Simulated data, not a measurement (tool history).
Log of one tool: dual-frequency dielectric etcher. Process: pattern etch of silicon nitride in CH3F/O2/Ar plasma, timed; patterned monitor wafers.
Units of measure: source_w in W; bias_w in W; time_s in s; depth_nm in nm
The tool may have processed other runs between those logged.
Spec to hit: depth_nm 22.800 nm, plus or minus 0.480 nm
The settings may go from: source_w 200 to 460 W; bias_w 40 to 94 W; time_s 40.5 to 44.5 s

Run 1, hour 0.0: source_w 330 W, bias_w 67 W, time_s 44.5 s. Result: depth_nm 27.576 nm.
Run 2, hour 1.6: source_w 310 W, bias_w 65 W, time_s 44.5 s. Result: depth_nm 25.914 nm.
Run 3, hour 4.4: source_w 310 W, bias_w 76 W, time_s 44.5 s. Result: depth_nm 28.216 nm.
Run 4, hour 9.2: source_w 310 W, bias_w 84 W, time_s 44.5 s. Result: depth_nm 29.588 nm.
Run 5, hour 10.5: source_w 260 W, bias_w 84 W, time_s 44.5 s. Result: depth_nm 26.634 nm.
Run 6, hour 15.3: source_w 250 W, bias_w 83 W, time_s 44.5 s. Result: depth_nm 26.583 nm.
Run 7, hour 21.2: source_w 240 W, bias_w 81 W, time_s 44.5 s. Result: depth_nm 25.571 nm.
Run 8, hour 29.4: source_w 200 W, bias_w 71 W, time_s 44.0 s. Result: depth_nm 21.654 nm.
Run 9, hour 33.1: source_w 230 W, bias_w 72 W, time_s 44.0 s. Result: depth_nm 23.372 nm.

Which of these 5 next moves meets every target?
Run A, hour 36.8: source_w 240 W, bias_w 76 W, time_s 43.5 s. Result: depth_nm ?.
Run B, hour 36.8: source_w 250 W, bias_w 75 W, time_s 43.0 s. Result: depth_nm ?.
Run C, hour 36.8: source_w 240 W, bias_w 73 W, time_s 42.0 s. Result: depth_nm ?.
Run D, hour 36.8: source_w 260 W, bias_w 71 W, time_s 43.0 s. Result: depth_nm ?.
Run E, hour 36.8: source_w 220 W, bias_w 84 W, time_s 42.5 s. Result: depth_nm ?.

move  depth_nm
   A    24.262
   B    24.343
   C    23.006
   D    24.230
   E    23.701
A: the biggest miss grows against the last run
B: the biggest miss grows against the last run
C: all results land within tolerance of their targets
D: the biggest miss grows against the last run
E: the biggest miss grows against the last run
C meets every target.

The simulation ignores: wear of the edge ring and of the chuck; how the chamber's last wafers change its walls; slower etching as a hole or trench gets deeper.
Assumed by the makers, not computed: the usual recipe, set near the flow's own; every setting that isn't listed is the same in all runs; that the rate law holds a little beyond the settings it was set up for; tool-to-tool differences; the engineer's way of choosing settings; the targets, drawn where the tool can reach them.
